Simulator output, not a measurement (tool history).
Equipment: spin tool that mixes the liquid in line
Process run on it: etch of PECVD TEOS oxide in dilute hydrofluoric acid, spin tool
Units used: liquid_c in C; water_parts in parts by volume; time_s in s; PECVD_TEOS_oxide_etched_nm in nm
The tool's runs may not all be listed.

run  hour  liquid_c  water_parts  time_s  PECVD_TEOS_oxide_etched_nm
  1   0.0        23          280      40                      2.2554
  2   8.1        23          200      40                      3.3956
  3  11.7        23          200      40                      3.4265
  4  15.3        23          200      40                      3.4193
  5  18.3        24          200      40                      3.5688
     21.2  -- thermometer replaced
  6  21.2        24          200      40                      3.3991
  7  22.2        24          195      40                      3.5294

What does the tool deliver on the next run?
  8  30.2        25          190      40                           ?

PECVD_TEOS_oxide_etched_nm: 3.7759 nm
